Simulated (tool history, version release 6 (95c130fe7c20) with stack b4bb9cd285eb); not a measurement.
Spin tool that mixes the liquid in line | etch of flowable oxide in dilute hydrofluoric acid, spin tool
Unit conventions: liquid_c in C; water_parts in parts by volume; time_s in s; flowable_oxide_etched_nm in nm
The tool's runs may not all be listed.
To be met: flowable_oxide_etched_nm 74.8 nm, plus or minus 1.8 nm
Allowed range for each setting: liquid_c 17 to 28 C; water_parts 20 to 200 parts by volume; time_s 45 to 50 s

Run 1, day 0: liquid_c 20 C, water_parts 110 parts by volume, time_s 45 s. Result: flowable_oxide_etched_nm 23.325 nm.
Run 2, day 0.162: liquid_c 22 C, water_parts 90 parts by volume, time_s 45 s. Result: flowable_oxide_etched_nm 31.804 nm.
Run 3, day 0.204: liquid_c 18.5 C, water_parts 90 parts by volume, time_s 45 s. Result: flowable_oxide_etched_nm 27.618 nm.
Run 4, day 0.271: liquid_c 20.5 C, water_parts 75 parts by volume, time_s 45 s. Result: flowable_oxide_etched_nm 36.337 nm.
Run 5, day 0.346: liquid_c 20.5 C, water_parts 75 parts by volume, time_s 50 s. Result: flowable_oxide_etched_nm 40.587 nm.
Run 6, day 0.658: liquid_c 22 C, water_parts 70 parts by volume, time_s 50 s. Result: flowable_oxide_etched_nm 46.353 nm.
Run 7, day 0.812: liquid_c 23.5 C, water_parts 65 parts by volume, time_s 50 s. Result: flowable_oxide_etched_nm 53.19 nm.
Run 8, day 0.925: liquid_c 24.5 C, water_parts 60 parts by volume, time_s 50 s. Result: flowable_oxide_etched_nm 61.018 nm.
Run 9, day 1.196: liquid_c 25.5 C, water_parts 60 parts by volume, time_s 50 s. Result: flowable_oxide_etched_nm 63.555 nm.
Run 10, day 1.438: liquid_c 26 C, water_parts 60 parts by volume, time_s 50 s. Result: flowable_oxide_etched_nm 65.654 nm.
At day 1.762: thermometer replaced.
Run 11, day 1.762: liquid_c 28 C, water_parts 55 parts by volume, time_s 50 s. Result: flowable_oxide_etched_nm 81.995 nm.

Which one of the following 4 next-run settings gets every result inside its allowed miss? There is exactly one.
Run A, day 2.088: liquid_c 26 C, water_parts 50 parts by volume, time_s 45 s. Result: flowable_oxide_etched_nm ?.
Run B, day 2.088: liquid_c 26.5 C, water_parts 45 parts by volume, time_s 50 s. Result: flowable_oxide_etched_nm ?.
Run C, day 2.088: liquid_c 26 C, water_parts 45 parts by volume, time_s 50 s. Result: flowable_oxide_etched_nm ?.
Run D, day 2.088: liquid_c 24.5 C, water_parts 50 parts by volume, time_s 45 s. Result: flowable_oxide_etched_nm ?.

move  flowable_oxide_etched_nm
   A                    74.758
   B                    94.848
   C                    92.942
   D                    70.326
A: in spec on every target
B: misses by more than the last run did
C: misses by more than the last run did
D: carries the result that was furthest off beyond its target, to the other side
Move A is the one to make.
